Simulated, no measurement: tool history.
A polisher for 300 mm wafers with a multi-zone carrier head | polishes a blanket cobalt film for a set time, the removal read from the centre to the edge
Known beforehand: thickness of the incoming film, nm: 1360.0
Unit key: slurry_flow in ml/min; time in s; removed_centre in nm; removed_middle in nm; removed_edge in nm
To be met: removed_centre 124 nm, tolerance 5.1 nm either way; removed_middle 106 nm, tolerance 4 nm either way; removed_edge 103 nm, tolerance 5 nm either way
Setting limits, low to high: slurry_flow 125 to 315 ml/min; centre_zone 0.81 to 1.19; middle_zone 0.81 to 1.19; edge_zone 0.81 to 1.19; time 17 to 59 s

Run 1, hour 0: slurry_flow 205 ml/min, centre_zone 1, middle_zone 1, edge_zone 1, time 38 s. Result: removed_centre 182 nm, removed_middle 180.65 nm, removed_edge 181.79 nm.
Run 2, hour 6.8: slurry_flow 250 ml/min, centre_zone 1, middle_zone 1, edge_zone 1, time 38 s. Result: removed_centre 186.34 nm, removed_middle 185.07 nm, removed_edge 183.26 nm.
Run 3, hour 13.2: slurry_flow 210 ml/min, centre_zone 1, middle_zone 1, edge_zone 1, time 38 s. Result: removed_centre 184.2 nm, removed_middle 179.5 nm, removed_edge 178.86 nm.
Run 4, hour 18: slurry_flow 210 ml/min, centre_zone 1, middle_zone 1, edge_zone 1, time 46 s. Result: removed_centre 220.27 nm, removed_middle 219.76 nm, removed_edge 216.98 nm.
Run 5, hour 19.1: slurry_flow 210 ml/min, centre_zone 1.02, middle_zone 0.99, edge_zone 0.96, time 38 s. Result: removed_centre 188.55 nm, removed_middle 176.97 nm, removed_edge 174.34 nm.
Run 6, hour 26.1: slurry_flow 210 ml/min, centre_zone 1.02, middle_zone 0.98, edge_zone 0.93, time 33 s. Result: removed_centre 161.34 nm, removed_middle 153.12 nm, removed_edge 150.79 nm.
Run 7, hour 34.9: slurry_flow 210 ml/min, centre_zone 1.04, middle_zone 0.97, edge_zone 0.9, time 30 s. Result: removed_centre 146.47 nm, removed_middle 138.65 nm, removed_edge 137 nm.
Run 8, hour 39.1: slurry_flow 205 ml/min, centre_zone 1.07, middle_zone 0.97, edge_zone 0.88, time 28 s. Result: removed_centre 142.37 nm, removed_middle 131.24 nm, removed_edge 124.86 nm.
Run 9, hour 46.5: slurry_flow 200 ml/min, centre_zone 1.08, middle_zone 0.95, edge_zone 0.86, time 27 s. Result: removed_centre 135.24 nm, removed_middle 122.97 nm, removed_edge 120.68 nm.
Run 10, hour 51: slurry_flow 195 ml/min, centre_zone 1.1, middle_zone 0.95, edge_zone 0.85, time 26 s. Result: removed_centre 133.23 nm, removed_middle 117.48 nm, removed_edge 112.73 nm.
Run 11, hour 51.6: slurry_flow 185 ml/min, centre_zone 1.1, middle_zone 0.94, edge_zone 0.84, time 26 s. Result: removed_centre 137.03 nm, removed_middle 116.11 nm, removed_edge 110.23 nm.

Next run, 5 choices. One meets every target within its allowed miss, the rest don't. Which?
Run A, hour 52.2: slurry_flow 125 ml/min, centre_zone 1.06, middle_zone 0.94, edge_zone 0.81, time 23 s. Result: removed_centre ?, removed_middle ?, removed_edge ?.
Run B, hour 52.2: slurry_flow 220 ml/min, centre_zone 1.03, middle_zone 0.88, edge_zone 0.95, time 25 s. Result: removed_centre ?, removed_middle ?, removed_edge ?.
Run C, hour 52.2: slurry_flow 230 ml/min, centre_zone 1.01, middle_zone 0.96, edge_zone 0.87, time 23 s. Result: removed_centre ?, removed_middle ?, removed_edge ?.
Run D, hour 52.2: slurry_flow 215 ml/min, centre_zone 1, middle_zone 1.02, edge_zone 0.84, time 23 s. Result: removed_centre ?, removed_middle ?, removed_edge ?.
Run E, hour 52.2: slurry_flow 130 ml/min, centre_zone 1.16, middle_zone 1, edge_zone 0.92, time 24 s. Result: removed_centre ?, removed_middle ?, removed_edge ?.

move  removed_centre  removed_middle  removed_edge
   A          106.04           95.85        93.708
   B          122.62          106.89        116.02
   C          111.33          106.29        102.85
   D          109.32          111.01        100.61
   E          121.99          105.98        103.83
A: the result that was furthest off in the last run now lies on the other side of its target
B: brings the result that was furthest off to its target, and leaves another outside
C: the result that was furthest off in the last run now lies on the other side of its target
D: the result that was furthest off in the last run now lies on the other side of its target
E: every result within its allowed miss
Move E is the one to make.
